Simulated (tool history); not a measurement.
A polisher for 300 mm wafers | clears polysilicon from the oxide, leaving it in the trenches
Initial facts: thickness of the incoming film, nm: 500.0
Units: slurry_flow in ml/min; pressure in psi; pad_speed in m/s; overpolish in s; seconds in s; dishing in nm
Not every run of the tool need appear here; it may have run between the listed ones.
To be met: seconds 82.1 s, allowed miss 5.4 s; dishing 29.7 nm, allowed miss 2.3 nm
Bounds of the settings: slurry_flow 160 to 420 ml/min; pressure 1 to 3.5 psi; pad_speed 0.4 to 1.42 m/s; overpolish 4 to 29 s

{"run": 1, "hour": 0.0, "slurry_flow": 270, "pressure": 2.2, "pad_speed": 0.9, "overpolish": 15, "seconds": 52.107, "dishing": 41.253}
{"run": 2, "hour": 2.8, "slurry_flow": 270, "pressure": 1.9, "pad_speed": 0.88, "overpolish": 12, "seconds": 59.725, "dishing": 37.706}
{"run": 3, "hour": 6.7, "slurry_flow": 270, "pressure": 1.9, "pad_speed": 0.98, "overpolish": 12, "seconds": 54.87, "dishing": 37.594}
{"run": 4, "hour": 8.4, "slurry_flow": 240, "pressure": 1.9, "pad_speed": 0.98, "overpolish": 12, "seconds": 55.046, "dishing": 39.605}
{"run": 5, "hour": 15.8, "slurry_flow": 260, "pressure": 1.6, "pad_speed": 0.96, "overpolish": 10, "seconds": 65.469, "dishing": 35.583}
{"run": 6, "hour": 22.1, "slurry_flow": 285, "pressure": 1.6, "pad_speed": 0.96, "overpolish": 10, "seconds": 67.366, "dishing": 33.222}
{"run": 7, "hour": 26.0, "slurry_flow": 295, "pressure": 1.5, "pad_speed": 0.96, "overpolish": 10, "seconds": 70.34, "dishing": 33.799}
{"run": 8, "hour": 26.9, "slurry_flow": 305, "pressure": 1.4, "pad_speed": 0.96, "overpolish": 9, "seconds": 71.451, "dishing": 30.361}

Which of these 4 next moves meets every target?
{"run": "A", "hour": 27.8, "slurry_flow": 280, "pressure": 1.3, "pad_speed": 1.08, "overpolish": 11, "seconds": "?", "dishing": "?"}
{"run": "B", "hour": 27.8, "slurry_flow": 375, "pressure": 1.5, "pad_speed": 1.2, "overpolish": 7, "seconds": "?", "dishing": "?"}
{"run": "C", "hour": 27.8, "slurry_flow": 295, "pressure": 1.5, "pad_speed": 0.72, "overpolish": 9, "seconds": "?", "dishing": "?"}
{"run": "D", "hour": 27.8, "slurry_flow": 320, "pressure": 1.2, "pad_speed": 1, "overpolish": 12, "seconds": "?", "dishing": "?"}

move=A seconds=72.194 dishing=34.268
move=B seconds=57.12 dishing=31.169
move=C seconds=81.659 dishing=29.563
move=D seconds=81.199 dishing=33.854
A: roughly where the last run was
B: lands further from the targets than the last run did
C: every result within its allowed miss
D: brings the last run's worst result on target, with another outside its allowed miss
Move C is the one to make.

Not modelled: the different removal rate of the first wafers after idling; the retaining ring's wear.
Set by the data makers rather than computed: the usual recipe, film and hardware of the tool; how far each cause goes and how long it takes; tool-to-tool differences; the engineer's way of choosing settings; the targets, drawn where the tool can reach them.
